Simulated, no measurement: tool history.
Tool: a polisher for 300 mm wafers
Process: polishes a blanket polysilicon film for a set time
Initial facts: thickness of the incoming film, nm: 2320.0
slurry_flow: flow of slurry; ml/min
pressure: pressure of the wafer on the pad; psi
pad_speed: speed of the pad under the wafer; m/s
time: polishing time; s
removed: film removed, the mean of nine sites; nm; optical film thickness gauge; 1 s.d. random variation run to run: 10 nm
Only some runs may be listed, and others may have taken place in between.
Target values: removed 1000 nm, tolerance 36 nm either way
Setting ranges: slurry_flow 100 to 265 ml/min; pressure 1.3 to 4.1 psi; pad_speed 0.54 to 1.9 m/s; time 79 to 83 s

{"run": 1, "hour": 0.0, "slurry_flow": 170, "pressure": 2.7, "pad_speed": 1.22, "time": 79, "removed": 717.5}
{"run": 2, "hour": 6.4, "slurry_flow": 175, "pressure": 2.9, "pad_speed": 1.22, "time": 79, "removed": 756.5}
{"run": 3, "hour": 10.8, "slurry_flow": 175, "pressure": 3.1, "pad_speed": 1.22, "time": 79, "removed": 820.03}
{"run": 4, "hour": 11.8, "slurry_flow": 175, "pressure": 3.6, "pad_speed": 1.22, "time": 79, "removed": 909.01}
{"run": 5, "hour": 16.8, "slurry_flow": 175, "pressure": 3.6, "pad_speed": 1.22, "time": 79, "removed": 904.26}
{"run": 6, "hour": 23.1, "slurry_flow": 175, "pressure": 3.6, "pad_speed": 1.22, "time": 79, "removed": 904.79}
{"run": 7, "hour": 28.7, "slurry_flow": 180, "pressure": 3.7, "pad_speed": 1.22, "time": 79, "removed": 921.64}
{"run": 8, "hour": 31.1, "slurry_flow": 180, "pressure": 3.8, "pad_speed": 1.22, "time": 79, "removed": 956.63}
{"run": 9, "hour": 35.3, "slurry_flow": 180, "pressure": 3.8, "pad_speed": 1.22, "time": 79, "removed": 956.93}

Which single option among these 4 for the next run brings every result within its allowed miss of target? Just one does.
{"run": "A", "hour": 39.5, "slurry_flow": 180, "pressure": 3.4, "pad_speed": 1.2, "time": 83, "removed": "?"}
{"run": "B", "hour": 39.5, "slurry_flow": 180, "pressure": 4, "pad_speed": 1.08, "time": 79, "removed": "?"}
{"run": "C", "hour": 39.5, "slurry_flow": 135, "pressure": 3.8, "pad_speed": 1.16, "time": 79, "removed": "?"}
{"run": "D", "hour": 39.5, "slurry_flow": 215, "pressure": 4.1, "pad_speed": 1.18, "time": 79, "removed": "?"}

move=A removed=907.8
move=B removed=893.05
move=C removed=875.13
move=D removed=1016.8
A: its largest miss is bigger than the last run's
B: its largest miss is bigger than the last run's
C: its largest miss is bigger than the last run's
D: every result lands within tolerance
Answer: D
